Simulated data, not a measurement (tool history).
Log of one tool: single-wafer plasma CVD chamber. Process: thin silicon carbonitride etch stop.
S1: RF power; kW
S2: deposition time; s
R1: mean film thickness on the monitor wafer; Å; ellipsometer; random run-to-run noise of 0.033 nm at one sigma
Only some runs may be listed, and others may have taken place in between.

| run | day | S1 | S2 | R1 |
|---|---|---|---|---|
| 1 | 0.000 | 0.185 | 10.3 | 57.545 |
| 2 | 0.033 | 0.190 | 10.4 | 59.245 |
| 3 | 0.362 | 0.170 | 10.4 | 55.698 |
| 4 | 0.400 | 0.170 | 11.0 | 59.500 |
| 5 | 0.475 | 0.150 | 11.0 | 56.097 |
| 6 | 0.679 | 0.155 | 11.0 | 56.787 |
| 7 | 1.050 | 0.160 | 11.0 | 58.194 |
| 8 | 1.350 | 0.165 | 11.0 | 58.394 |

What does the tool deliver on the next run?
| 9 | 1.400 | 0.195 | 12.0 | ? |

For run 9 the tool returned R1 68.606 Å.
